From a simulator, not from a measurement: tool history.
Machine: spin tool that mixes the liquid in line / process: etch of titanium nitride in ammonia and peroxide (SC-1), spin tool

run,day,temperature setpoint of the liquid (°C),parts of water to one part of 30 % peroxide (parts by volume),parts of 29 % ammonia solution to one part of 30 % peroxide (parts by volume),time under the liquid (s),thickness taken off the titanium nitride on a monitor wafer (Å)
1,0,62,11.5,0.45,75,91.328
2,0.204,62,11.5,0.45,85,103.43
3,0.317,67,11.5,0.45,85,142.82
4,0.471,67,11.5,0.45,85,144.95
5,0.696,67,8,0.45,85,170.87
# day 0.929: heated supply line repaired
6,0.929,64.5,8.5,0.45,85,171.07
7,1.233,56.5,13.5,0.3,75,65.33

The next listed run, before its measurement:
8,1.575,55.5,13.5,0.3,75,?

Run 8 measured thickness taken off the titanium nitride on a monitor wafer (Å) 60.518.
